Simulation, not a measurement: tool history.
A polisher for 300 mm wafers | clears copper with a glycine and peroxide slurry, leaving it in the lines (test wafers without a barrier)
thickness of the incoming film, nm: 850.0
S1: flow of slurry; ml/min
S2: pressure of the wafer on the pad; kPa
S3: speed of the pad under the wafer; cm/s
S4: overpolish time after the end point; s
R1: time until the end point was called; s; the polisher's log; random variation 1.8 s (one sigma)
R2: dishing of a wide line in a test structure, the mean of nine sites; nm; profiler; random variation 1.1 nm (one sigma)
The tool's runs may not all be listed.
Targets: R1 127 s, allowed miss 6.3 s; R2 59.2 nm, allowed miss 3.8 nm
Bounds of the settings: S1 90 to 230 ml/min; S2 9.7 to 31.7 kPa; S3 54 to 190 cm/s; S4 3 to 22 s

Run 1, hour 0: S1 150 ml/min, S2 20.7 kPa, S3 122 cm/s, S4 11 s. Result: R1 92.867 s, R2 55.937 nm.
Run 2, hour 4.7: S1 150 ml/min, S2 22.8 kPa, S3 122 cm/s, S4 11 s. Result: R1 89.935 s, R2 59.306 nm.
Run 3, hour 6.3: S1 150 ml/min, S2 22.8 kPa, S3 122 cm/s, S4 14 s. Result: R1 90.66 s, R2 70.056 nm.
Run 4, hour 11.3: S1 150 ml/min, S2 22.8 kPa, S3 122 cm/s, S4 18 s. Result: R1 91.404 s, R2 82.52 nm.
Run 5, hour 15.2: S1 150 ml/min, S2 20.7 kPa, S3 120 cm/s, S4 18 s. Result: R1 97.925 s, R2 79.826 nm.
Run 6, hour 19.2: S1 150 ml/min, S2 20.7 kPa, S3 120 cm/s, S4 14 s. Result: R1 95.522 s, R2 67.867 nm.
Run 7, hour 25.6: S1 150 ml/min, S2 18.6 kPa, S3 116 cm/s, S4 14 s. Result: R1 105.06 s, R2 62.993 nm.
Run 8, hour 28.4: S1 150 ml/min, S2 17.2 kPa, S3 114 cm/s, S4 14 s. Result: R1 108.41 s, R2 60.762 nm.
Run 9, hour 32.3: S1 150 ml/min, S2 15.9 kPa, S3 112 cm/s, S4 14 s. Result: R1 114.54 s, R2 57.801 nm.
Run 10, hour 33.3: S1 150 ml/min, S2 15.2 kPa, S3 112 cm/s, S4 15 s. Result: R1 119.59 s, R2 59.375 nm.
Run 11, hour 40.2: S1 150 ml/min, S2 15.2 kPa, S3 112 cm/s, S4 15 s. Result: R1 117.22 s, R2 61.056 nm.
Run 12, hour 41.8: S1 150 ml/min, S2 14.5 kPa, S3 112 cm/s, S4 15 s. Result: R1 118.22 s, R2 58.725 nm.

4 next moves are on the table. One of them brings every result within its allowed miss. Which?
Run A, hour 43.4: S1 190 ml/min, S2 16.5 kPa, S3 106 cm/s, S4 13 s. Result: R1 ?, R2 ?.
Run B, hour 43.4: S1 135 ml/min, S2 16.5 kPa, S3 122 cm/s, S4 13 s. Result: R1 ?, R2 ?.
Run C, hour 43.4: S1 150 ml/min, S2 16.5 kPa, S3 128 cm/s, S4 14 s. Result: R1 ?, R2 ?.
Run D, hour 43.4: S1 175 ml/min, S2 14.5 kPa, S3 100 cm/s, S4 16 s. Result: R1 ?, R2 ?.

move      R1      R2
   A  111.71  57.309
   B  106.64   59.15
   C   101.2  64.881
   D  124.54  61.673
A: further off than the last run
B: further off than the last run
C: further off than the last run
D: meets every target
The right move is D.
